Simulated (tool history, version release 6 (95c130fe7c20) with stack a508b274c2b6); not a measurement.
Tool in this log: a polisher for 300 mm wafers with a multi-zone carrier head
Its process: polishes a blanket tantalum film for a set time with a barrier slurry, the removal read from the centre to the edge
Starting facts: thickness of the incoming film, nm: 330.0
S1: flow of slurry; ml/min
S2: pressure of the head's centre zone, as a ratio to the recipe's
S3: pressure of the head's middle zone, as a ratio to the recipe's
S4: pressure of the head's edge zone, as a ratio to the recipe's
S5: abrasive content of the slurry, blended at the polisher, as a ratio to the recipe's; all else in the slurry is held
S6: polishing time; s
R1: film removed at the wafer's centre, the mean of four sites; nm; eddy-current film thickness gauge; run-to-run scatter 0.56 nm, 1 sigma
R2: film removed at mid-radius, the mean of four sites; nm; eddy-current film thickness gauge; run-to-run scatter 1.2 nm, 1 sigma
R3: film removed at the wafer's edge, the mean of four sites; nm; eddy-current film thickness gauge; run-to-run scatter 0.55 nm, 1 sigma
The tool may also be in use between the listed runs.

run    day   S1    S2    S3    S4    S5  S6      R1      R2      R3
  1      0  155     1     1     1     1  47  65.998  65.695  61.468
  2  0.083  170     1  1.05  1.04  1.05  47  68.787  70.057   64.07
  3   0.15  170     1  1.05  1.04  1.05  36  52.786  52.149  49.381
  4  0.396  170  0.99  1.08  1.04  1.15  39  57.798  60.586  54.943
  5  0.479  150  0.99  1.08  1.04  1.15  39  57.568  60.071  54.886
  6  0.758  150  0.99  1.08  1.04  1.15  28  40.615  42.761  38.521
  7  0.925  165  0.98  1.11  1.04  1.25  32   48.38  51.829   46.07
  8  1.029  170  0.97  1.13  1.04   1.3  36  54.411  61.279  52.649
  9  1.225  180  0.97  1.15  1.06  1.35  38  58.719  64.463  58.348
 10  1.425  180  0.97  1.16  1.04   1.4  40  61.702  70.146  61.116

Expected results for the next run?
 11  1.738  185  0.97  1.17  1.03  1.45  42   ?   ?   ?

{"run 11": {"R1": 66.097, "R2": 77.968, "R3": 64.555}}
